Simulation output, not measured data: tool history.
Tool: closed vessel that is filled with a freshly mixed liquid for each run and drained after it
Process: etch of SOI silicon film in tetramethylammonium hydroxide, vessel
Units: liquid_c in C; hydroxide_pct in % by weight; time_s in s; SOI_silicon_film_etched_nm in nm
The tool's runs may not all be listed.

Run 1, hour 0.0: liquid_c 70.0 C, hydroxide_pct 10.5 % by weight, time_s 30 s. Result: SOI_silicon_film_etched_nm 217.70 nm.
Run 2, hour 3.6: liquid_c 68.5 C, hydroxide_pct 10.5 % by weight, time_s 30 s. Result: SOI_silicon_film_etched_nm 197.41 nm.
Run 3, hour 7.1: liquid_c 67.5 C, hydroxide_pct 10.5 % by weight, time_s 30 s. Result: SOI_silicon_film_etched_nm 186.61 nm.
Run 4, hour 10.0: liquid_c 66.5 C, hydroxide_pct 10.5 % by weight, time_s 30 s. Result: SOI_silicon_film_etched_nm 176.98 nm.
Run 5, hour 14.0: liquid_c 66.5 C, hydroxide_pct 12.0 % by weight, time_s 30 s. Result: SOI_silicon_film_etched_nm 168.20 nm.
Run 6, hour 18.3: liquid_c 66.0 C, hydroxide_pct 12.0 % by weight, time_s 30 s. Result: SOI_silicon_film_etched_nm 160.41 nm.
Run 7, hour 23.7: liquid_c 65.5 C, hydroxide_pct 12.0 % by weight, time_s 30 s. Result: SOI_silicon_film_etched_nm 159.01 nm.

Run 8 comes next. What will it give?
Run 8, hour 24.4: liquid_c 65.0 C, hydroxide_pct 12.0 % by weight, time_s 30 s. Result: SOI_silicon_film_etched_nm ?.

Run 8 gave SOI_silicon_film_etched_nm 153.68 nm.

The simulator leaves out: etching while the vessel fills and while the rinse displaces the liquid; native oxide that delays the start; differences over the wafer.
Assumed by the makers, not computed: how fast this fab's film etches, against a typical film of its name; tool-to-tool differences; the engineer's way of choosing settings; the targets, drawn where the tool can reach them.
